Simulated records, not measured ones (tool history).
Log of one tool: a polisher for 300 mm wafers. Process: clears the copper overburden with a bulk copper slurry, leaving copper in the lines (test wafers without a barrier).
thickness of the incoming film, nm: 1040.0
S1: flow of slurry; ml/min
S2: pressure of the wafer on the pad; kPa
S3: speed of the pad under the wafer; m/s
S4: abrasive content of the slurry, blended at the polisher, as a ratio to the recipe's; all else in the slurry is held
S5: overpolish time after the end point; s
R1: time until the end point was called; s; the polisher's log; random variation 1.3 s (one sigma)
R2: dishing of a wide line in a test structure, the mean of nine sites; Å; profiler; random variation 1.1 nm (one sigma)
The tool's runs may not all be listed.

{"run": 1, "hour": 0.0, "S1": 165, "S2": 17.2, "S3": 1.24, "S4": 1, "S5": 18, "R1": 107.93, "R2": 762.93}
{"run": 2, "hour": 4.2, "S1": 200, "S2": 17.2, "S3": 1.24, "S4": 1, "S5": 18, "R1": 103.17, "R2": 737.68}
{"run": 3, "hour": 5.5, "S1": 200, "S2": 17.2, "S3": 1.02, "S4": 1, "S5": 18, "R1": 117.93, "R2": 721.92}
{"run": 4, "hour": 13.6, "S1": 200, "S2": 20, "S3": 1.02, "S4": 1, "S5": 18, "R1": 104.99, "R2": 768.81}
{"run": 5, "hour": 14.9, "S1": 200, "S2": 17.2, "S3": 1.02, "S4": 1, "S5": 18, "R1": 121.91, "R2": 720.95}
{"run": 6, "hour": 15.4, "S1": 200, "S2": 17.2, "S3": 1.02, "S4": 1, "S5": 13, "R1": 116.43, "R2": 612.02}
{"run": 7, "hour": 19.9, "S1": 200, "S2": 20, "S3": 1.04, "S4": 1, "S5": 13, "R1": 103.17, "R2": 668.97}

The next listed run, before its measurement:
{"run": 8, "hour": 27.0, "S1": 200, "S2": 24.8, "S3": 1.16, "S4": 1, "S5": 9, "R1": "?", "R2": "?"}

R1: 78.407 s
R2: 657.61 Å
